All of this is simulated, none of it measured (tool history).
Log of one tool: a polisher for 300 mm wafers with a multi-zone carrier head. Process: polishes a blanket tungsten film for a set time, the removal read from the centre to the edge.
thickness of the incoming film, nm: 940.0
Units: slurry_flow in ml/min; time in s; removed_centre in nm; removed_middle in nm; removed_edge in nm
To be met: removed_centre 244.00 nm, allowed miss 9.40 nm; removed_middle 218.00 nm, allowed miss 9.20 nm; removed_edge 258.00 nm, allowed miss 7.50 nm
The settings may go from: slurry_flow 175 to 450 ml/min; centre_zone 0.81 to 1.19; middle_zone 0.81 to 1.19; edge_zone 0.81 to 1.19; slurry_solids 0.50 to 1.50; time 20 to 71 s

{"run": 1, "hour": 0.0, "slurry_flow": 290, "centre_zone": 1.0, "middle_zone": 1.0, "edge_zone": 1.0, "slurry_solids": 1.0, "time": 45, "removed_centre": 191.72, "removed_middle": 191.32, "removed_edge": 193.11}
{"run": 2, "hour": 6.6, "slurry_flow": 290, "centre_zone": 1.01, "middle_zone": 0.99, "edge_zone": 1.03, "slurry_solids": 1.1, "time": 46, "removed_centre": 204.64, "removed_middle": 200.24, "removed_edge": 205.27}
{"run": 3, "hour": 14.2, "slurry_flow": 290, "centre_zone": 1.01, "middle_zone": 0.97, "edge_zone": 1.06, "slurry_solids": 1.15, "time": 47, "removed_centre": 210.01, "removed_middle": 204.91, "removed_edge": 216.9}
{"run": 4, "hour": 16.3, "slurry_flow": 290, "centre_zone": 1.01, "middle_zone": 0.97, "edge_zone": 1.02, "slurry_solids": 1.15, "time": 47, "removed_centre": 206.37, "removed_middle": 203.03, "removed_edge": 214.33}
{"run": 5, "hour": 22.7, "slurry_flow": 290, "centre_zone": 1.01, "middle_zone": 0.97, "edge_zone": 1.02, "slurry_solids": 1.25, "time": 47, "removed_centre": 219.7, "removed_middle": 208.23, "removed_edge": 218.61}
{"run": 6, "hour": 26.4, "slurry_flow": 290, "centre_zone": 1.01, "middle_zone": 0.97, "edge_zone": 1.02, "slurry_solids": 1.25, "time": 53, "removed_centre": 243.64, "removed_middle": 232.87, "removed_edge": 245.35}
{"run": 7, "hour": 31.8, "slurry_flow": 290, "centre_zone": 1.01, "middle_zone": 0.95, "edge_zone": 1.03, "slurry_solids": 1.25, "time": 53, "removed_centre": 244.75, "removed_middle": 233.6, "removed_edge": 248.62}
{"run": 8, "hour": 38.0, "slurry_flow": 290, "centre_zone": 1.01, "middle_zone": 0.93, "edge_zone": 1.04, "slurry_solids": 1.25, "time": 53, "removed_centre": 246.22, "removed_middle": 225.84, "removed_edge": 244.78}
{"run": 9, "hour": 45.9, "slurry_flow": 290, "centre_zone": 1.01, "middle_zone": 0.93, "edge_zone": 1.04, "slurry_solids": 1.25, "time": 53, "removed_centre": 245.76, "removed_middle": 228.22, "removed_edge": 247.52}
{"run": 10, "hour": 47.9, "slurry_flow": 290, "centre_zone": 1.01, "middle_zone": 0.92, "edge_zone": 1.06, "slurry_solids": 1.25, "time": 53, "removed_centre": 247.61, "removed_middle": 224.51, "removed_edge": 249.46}

Which of these 5 next moves meets every target?
{"run": "A", "hour": 49.9, "slurry_flow": 240, "centre_zone": 0.95, "middle_zone": 0.88, "edge_zone": 1.02, "slurry_solids": 1.35, "time": 52, "removed_centre": "?", "removed_middle": "?", "removed_edge": "?"}
{"run": "B", "hour": 49.9, "slurry_flow": 235, "centre_zone": 1.02, "middle_zone": 0.89, "edge_zone": 1.14, "slurry_solids": 1.3, "time": 53, "removed_centre": "?", "removed_middle": "?", "removed_edge": "?"}
{"run": "C", "hour": 49.9, "slurry_flow": 280, "centre_zone": 1.05, "middle_zone": 0.81, "edge_zone": 1.06, "slurry_solids": 1.15, "time": 52, "removed_centre": "?", "removed_middle": "?", "removed_edge": "?"}
{"run": "D", "hour": 49.9, "slurry_flow": 265, "centre_zone": 0.91, "middle_zone": 1.01, "edge_zone": 1.02, "slurry_solids": 1.0, "time": 57, "removed_centre": "?", "removed_middle": "?", "removed_edge": "?"}
{"run": "E", "hour": 49.9, "slurry_flow": 245, "centre_zone": 1.06, "middle_zone": 1.02, "edge_zone": 1.0, "slurry_solids": 1.15, "time": 55, "removed_centre": "?", "removed_middle": "?", "removed_edge": "?"}

move=A removed_centre=230.12 removed_middle=216.70 removed_edge=246.39
move=B removed_centre=248.64 removed_middle=219.89 removed_edge=262.08
move=C removed_centre=244.28 removed_middle=194.08 removed_edge=240.53
move=D removed_centre=220.84 removed_middle=243.37 removed_edge=245.76
move=E removed_centre=258.87 removed_middle=246.58 removed_edge=245.01
A: further off than the last run
B: meets every target
C: further off than the last run
D: further off than the last run
E: further off than the last run
Move B is the one to make.

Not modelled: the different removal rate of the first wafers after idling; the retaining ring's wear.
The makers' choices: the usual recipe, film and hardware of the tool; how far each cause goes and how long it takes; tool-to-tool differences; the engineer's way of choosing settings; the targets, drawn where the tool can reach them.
